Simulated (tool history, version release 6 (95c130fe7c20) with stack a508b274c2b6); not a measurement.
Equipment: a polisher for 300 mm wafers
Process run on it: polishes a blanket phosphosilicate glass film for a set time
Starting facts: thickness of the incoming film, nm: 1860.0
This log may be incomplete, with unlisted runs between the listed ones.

run  hour  flow of slurry (ml/min)  pressure of the wafer on the pad (kPa)  speed of the pad under the wafer (cm/s)  abrasive content of the slurry  polishing time (s)  film removed (nm)
  1     0                      180                                    14.5                                      126                               1                  96             579.42
  2     1                      180                                    14.5                                      126                             0.8                  96              479.6
  3   6.2                      180                                    14.5                                      126                             0.8                  96             489.59
  4  10.2                      185                                    17.2                                      130                             0.8                  96             569.12
  5  16.5                      185                                    17.2                                      130                             0.9                  96                637
  6  18.8                      185                                    18.6                                      132                             0.9                  96             673.06
  7  24.3                      190                                      20                                      138                             0.9                  96             725.47

Run 8 comes next. What will it give?
  8    25                      190                                    20.7                                      146                             0.9                  96                  ?

Run 8 yielded film removed (nm) 784.17.
